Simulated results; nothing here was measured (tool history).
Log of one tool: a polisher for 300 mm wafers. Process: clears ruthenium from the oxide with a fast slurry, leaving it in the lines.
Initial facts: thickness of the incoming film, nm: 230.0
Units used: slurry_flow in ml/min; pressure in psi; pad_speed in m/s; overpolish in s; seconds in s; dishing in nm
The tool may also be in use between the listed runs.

run  hour  slurry_flow  pressure  pad_speed  slurry_solids  overpolish  seconds  dishing
  1     0          225       2.8          1              1          27    62.64   75.142
  2   3.4          225       2.8          1            1.1          27   61.487   75.575
  3   4.6          225       2.8          1            1.1          37   61.534   100.53
  4   5.5          255       2.8          1            1.1          37   58.471   101.54
  5    14          250       2.4       0.96            1.1          37   74.997   87.267
  6  19.5          195       2.4       0.96            1.1          37   73.486   86.682
  7  28.3          195       2.1       0.92            1.1          36   88.949   72.689
  8    32          195       1.3        0.9            1.1          34   138.33   46.767
  9  32.8          195       1.3        0.9            1.1          34   137.38   47.726

For run 10, what comes out?
 10  35.9          195       1.4        0.9            1.1          34        ?        ?

Run 10 produced seconds 129.99 s, dishing 48.806 nm.
